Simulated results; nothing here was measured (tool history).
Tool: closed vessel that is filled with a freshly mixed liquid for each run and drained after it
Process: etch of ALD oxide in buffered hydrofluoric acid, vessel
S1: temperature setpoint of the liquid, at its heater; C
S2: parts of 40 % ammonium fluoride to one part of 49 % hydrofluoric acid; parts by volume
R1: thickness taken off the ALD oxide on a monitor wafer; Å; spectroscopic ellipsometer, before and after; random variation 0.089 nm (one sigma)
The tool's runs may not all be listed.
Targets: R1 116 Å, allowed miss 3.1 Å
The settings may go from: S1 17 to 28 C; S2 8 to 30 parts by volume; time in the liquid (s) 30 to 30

Run 1, hour 0: S1 20 C, S2 21.5 parts by volume, time in the liquid (s) 30. Result: R1 140.3 Å.
Run 2, hour 3.3: S1 19.5 C, S2 21.5 parts by volume, time in the liquid (s) 30. Result: R1 136.66 Å.
Run 3, hour 8.1: S1 19 C, S2 21.5 parts by volume, time in the liquid (s) 30. Result: R1 133.19 Å.
Run 4, hour 9.9: S1 21.5 C, S2 21.5 parts by volume, time in the liquid (s) 30. Result: R1 151.8 Å.
Run 5, hour 15.6: S1 21 C, S2 21.5 parts by volume, time in the liquid (s) 30. Result: R1 148.19 Å.
Run 6, hour 19.2: S1 20.5 C, S2 21.5 parts by volume, time in the liquid (s) 30. Result: R1 146.91 Å.
Run 7, hour 25.7: S1 20 C, S2 21.5 parts by volume, time in the liquid (s) 30. Result: R1 138.72 Å.
Run 8, hour 30.5: S1 19.5 C, S2 21.5 parts by volume, time in the liquid (s) 30. Result: R1 136.92 Å.
Run 9, hour 34.9: S1 19.5 C, S2 21.5 parts by volume, time in the liquid (s) 30. Result: R1 138.4 Å.
Run 10, hour 39: S1 19 C, S2 22 parts by volume, time in the liquid (s) 30. Result: R1 132.57 Å.
Run 11, hour 47.9: S1 19 C, S2 22 parts by volume, time in the liquid (s) 30. Result: R1 131.23 Å.
Run 12, hour 54.4: S1 18.5 C, S2 22 parts by volume, time in the liquid (s) 30. Result: R1 128.11 Å.

Which of these 5 next moves meets every target?
Run A, hour 60.9: S1 19 C, S2 23.5 parts by volume, time in the liquid (s) 30. Result: R1 ?.
Run B, hour 60.9: S1 17 C, S2 20.5 parts by volume, time in the liquid (s) 30. Result: R1 ?.
Run C, hour 60.9: S1 17 C, S2 24 parts by volume, time in the liquid (s) 30. Result: R1 ?.
Run D, hour 60.9: S1 18 C, S2 21.5 parts by volume, time in the liquid (s) 30. Result: R1 ?.
Run E, hour 60.9: S1 20 C, S2 28 parts by volume, time in the liquid (s) 30. Result: R1 ?.

move      R1
   A  126.57
   B  124.13
   C  111.29
   D  127.17
   E   117.1
A: nearer than the last run, and not there yet
B: nearer than the last run, and not there yet
C: takes the result that was furthest off past its target
D: nearer than the last run, and not there yet
E: meets every target
The right move is E.
